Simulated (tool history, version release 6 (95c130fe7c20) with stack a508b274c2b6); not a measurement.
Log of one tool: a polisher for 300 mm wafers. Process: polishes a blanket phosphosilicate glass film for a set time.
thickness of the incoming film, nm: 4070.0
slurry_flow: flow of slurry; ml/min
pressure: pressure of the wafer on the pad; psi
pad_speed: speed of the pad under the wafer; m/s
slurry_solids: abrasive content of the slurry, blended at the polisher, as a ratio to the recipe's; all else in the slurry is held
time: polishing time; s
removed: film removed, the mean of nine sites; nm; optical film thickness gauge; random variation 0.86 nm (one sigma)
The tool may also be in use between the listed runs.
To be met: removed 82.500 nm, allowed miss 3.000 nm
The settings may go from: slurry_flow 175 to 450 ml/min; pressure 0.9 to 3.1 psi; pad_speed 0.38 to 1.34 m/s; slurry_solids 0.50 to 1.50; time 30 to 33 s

run,day,slurry_flow,pressure,pad_speed,slurry_solids,time,removed
1,0.000,290,2.0,0.86,1.00,33,165.590
2,0.354,290,1.8,0.84,1.00,33,146.040
3,0.504,290,2.3,0.84,1.00,33,185.500
4,0.679,290,2.1,0.82,1.00,33,167.660
5,0.783,290,2.1,0.62,1.00,33,133.460
6,0.854,235,2.1,0.62,1.00,33,131.430
7,0.908,235,1.9,0.62,1.00,33,119.690
8,1.254,235,1.8,0.62,1.00,33,113.090
9,1.579,235,1.7,0.62,1.00,33,106.210
10,1.817,235,1.6,0.62,1.00,33,102.950
11,2.021,235,1.5,0.62,1.00,33,95.178
12,2.225,235,1.4,0.62,1.00,33,88.428

4 next moves are on the table. One of them brings every result within its allowed miss. Which?
A,2.429,190,1.3,0.66,1.15,32,?
B,2.429,250,1.4,0.60,1.05,30,?
C,2.429,230,1.4,0.72,0.90,33,?
D,2.429,210,1.5,0.60,1.15,32,?

move,removed
A,89.560
B,81.176
C,92.745
D,96.021
A: further off than the last run
B: meets every target
C: further off than the last run
D: further off than the last run
The right move is B.
